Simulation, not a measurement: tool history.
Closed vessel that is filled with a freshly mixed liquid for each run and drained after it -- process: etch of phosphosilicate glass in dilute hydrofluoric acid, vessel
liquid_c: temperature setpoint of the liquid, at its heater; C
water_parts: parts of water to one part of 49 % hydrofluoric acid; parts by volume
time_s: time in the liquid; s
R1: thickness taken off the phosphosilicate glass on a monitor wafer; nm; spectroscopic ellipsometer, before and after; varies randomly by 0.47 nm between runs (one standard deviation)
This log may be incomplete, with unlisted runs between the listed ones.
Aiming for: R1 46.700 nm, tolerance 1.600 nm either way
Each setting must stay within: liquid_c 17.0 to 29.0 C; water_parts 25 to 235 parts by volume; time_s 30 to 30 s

Run 1, hour 0.0: liquid_c 21.0 C, water_parts 130 parts by volume, time_s 30 s. Result: R1 13.260 nm.
Run 2, hour 4.1: liquid_c 23.5 C, water_parts 100 parts by volume, time_s 30 s. Result: R1 19.757 nm.
Run 3, hour 10.6: liquid_c 25.0 C, water_parts 80 parts by volume, time_s 30 s. Result: R1 26.790 nm.
Run 4, hour 17.7: liquid_c 25.0 C, water_parts 80 parts by volume, time_s 30 s. Result: R1 26.631 nm.
Run 5, hour 19.5: liquid_c 25.0 C, water_parts 80 parts by volume, time_s 30 s. Result: R1 26.639 nm.
Run 6, hour 22.4: liquid_c 26.0 C, water_parts 70 parts by volume, time_s 30 s. Result: R1 32.080 nm.
Run 7, hour 26.6: liquid_c 27.0 C, water_parts 65 parts by volume, time_s 30 s. Result: R1 36.389 nm.
Run 8, hour 30.4: liquid_c 27.5 C, water_parts 60 parts by volume, time_s 30 s. Result: R1 40.087 nm.
Run 9, hour 32.0: liquid_c 28.0 C, water_parts 60 parts by volume, time_s 30 s. Result: R1 40.546 nm.
Run 10, hour 40.2: liquid_c 29.0 C, water_parts 45 parts by volume, time_s 30 s. Result: R1 58.553 nm.
Run 11, hour 45.4: liquid_c 28.0 C, water_parts 45 parts by volume, time_s 30 s. Result: R1 56.450 nm.
Run 12, hour 50.1: liquid_c 28.0 C, water_parts 45 parts by volume, time_s 30 s. Result: R1 55.080 nm.
Run 13, hour 54.5: liquid_c 27.0 C, water_parts 45 parts by volume, time_s 30 s. Result: R1 53.185 nm.

4 next moves are on the table. One of them brings every result within its allowed miss. Which?
Run A, hour 58.9: liquid_c 29.0 C, water_parts 45 parts by volume, time_s 30 s. Result: R1 ?.
Run B, hour 58.9: liquid_c 24.5 C, water_parts 50 parts by volume, time_s 30 s. Result: R1 ?.
Run C, hour 58.9: liquid_c 28.5 C, water_parts 60 parts by volume, time_s 30 s. Result: R1 ?.
Run D, hour 58.9: liquid_c 29.0 C, water_parts 55 parts by volume, time_s 30 s. Result: R1 ?.

move      R1
   A  58.893
   B  43.888
   C  42.351
   D  47.468
A: the biggest miss grows against the last run
B: takes the biggest miss from the last run beyond its target
C: takes the biggest miss from the last run beyond its target
D: all results land within tolerance of their targets
Correct choice: D, which meets every target
